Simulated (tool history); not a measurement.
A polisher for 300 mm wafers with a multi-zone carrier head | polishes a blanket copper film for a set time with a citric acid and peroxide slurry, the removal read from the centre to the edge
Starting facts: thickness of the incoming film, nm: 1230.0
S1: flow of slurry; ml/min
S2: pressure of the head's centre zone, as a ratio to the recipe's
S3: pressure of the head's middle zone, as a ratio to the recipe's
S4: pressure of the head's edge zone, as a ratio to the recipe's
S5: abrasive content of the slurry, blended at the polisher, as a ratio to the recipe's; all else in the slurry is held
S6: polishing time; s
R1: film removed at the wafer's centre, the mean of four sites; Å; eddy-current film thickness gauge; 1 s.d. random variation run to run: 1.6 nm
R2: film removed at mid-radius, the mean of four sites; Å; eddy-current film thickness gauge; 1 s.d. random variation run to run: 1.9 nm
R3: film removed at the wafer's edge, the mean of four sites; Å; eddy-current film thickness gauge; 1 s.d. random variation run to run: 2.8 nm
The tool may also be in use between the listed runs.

run  hour   S1    S2    S3    S4   S5   S6      R1      R2      R3
  1   0.0  140  1.00  1.00  1.00  1.0   86  2291.6  2305.3  2374.8
  2   1.7  140  1.00  1.00  1.00  0.9   86  2262.1  2265.5  2323.5
  3   9.4  140  1.00  1.00  1.00  1.1   86  2312.7  2313.6  2338.9
  4  11.7  150  1.00  1.02  1.00  1.1   86  2367.3  2389.3  2414.9
  5  19.4  155  1.00  1.04  0.98  1.1   86  2401.7  2437.2  2382.8
  6  20.2  155  1.00  1.04  0.98  1.1  102  2835.3  2909.5  2927.3

What will run 7 give?
  7  21.2  145  1.00  1.04  0.95  1.1  102   ?   ?   ?

Run 7 produced R1 2792.6 Å, R2 2892.8 Å, R3 2830.5 Å.
